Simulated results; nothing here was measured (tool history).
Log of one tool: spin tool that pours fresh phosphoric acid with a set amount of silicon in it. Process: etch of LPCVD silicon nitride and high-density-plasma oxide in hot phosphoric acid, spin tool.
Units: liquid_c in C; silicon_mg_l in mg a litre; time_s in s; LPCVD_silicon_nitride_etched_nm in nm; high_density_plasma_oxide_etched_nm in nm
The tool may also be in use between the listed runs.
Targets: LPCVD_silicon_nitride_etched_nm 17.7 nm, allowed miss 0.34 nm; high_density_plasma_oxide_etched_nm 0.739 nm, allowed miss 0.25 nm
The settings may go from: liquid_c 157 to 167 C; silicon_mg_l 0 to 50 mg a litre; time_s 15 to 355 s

| run | hour | liquid_c | silicon_mg_l | time_s | LPCVD_silicon_nitride_etched_nm | high_density_plasma_oxide_etched_nm |
|---|---|---|---|---|---|---|
| 1 | 0 | 162 | 25 | 180 | 15.834 | 0.38103 |
| 2 | 1.3 | 162 | 25 | 125 | 10.922 | 0.23046 |
| 3 | 8.5 | 162.5 | 23.5 | 130 | 11.654 | 0.28255 |
| 4 | 15.4 | 162.5 | 10.5 | 130 | 11.67 | 0.43304 |
| 5 | 21.9 | 162.5 | 10.5 | 95 | 8.3598 | 0.28562 |
| 6 | 24.1 | 162.5 | 10.5 | 165 | 14.641 | 0.4506 |
| 7 | 27.2 | 165 | 5 | 175 | 16.947 | 0.70947 |
| 8 | 32 | 165.5 | 6 | 175 | 17.29 | 0.63619 |
| 9 | 37.1 | 165.5 | 5.5 | 175 | 17.309 | 0.73529 |

4 next moves are on the table. One of them brings every result within its allowed miss. Which?
| A | 42.2 | 166.5 | 22.5 | 165 | ? | ? |
| B | 42.2 | 165.5 | 1.5 | 180 | ? | ? |
| C | 42.2 | 165 | 9 | 170 | ? | ? |
| D | 42.2 | 167 | 7.5 | 165 | ? | ? |

| move | LPCVD_silicon_nitride_etched_nm | high_density_plasma_oxide_etched_nm |
|---|---|---|
| A | 16.596 | 0.46907 |
| B | 17.523 | 0.78377 |
| C | 16.28 | 0.61385 |
| D | 16.869 | 0.71064 |
A: further off than the last run
B: meets every target
C: further off than the last run
D: further off than the last run
Answer: B
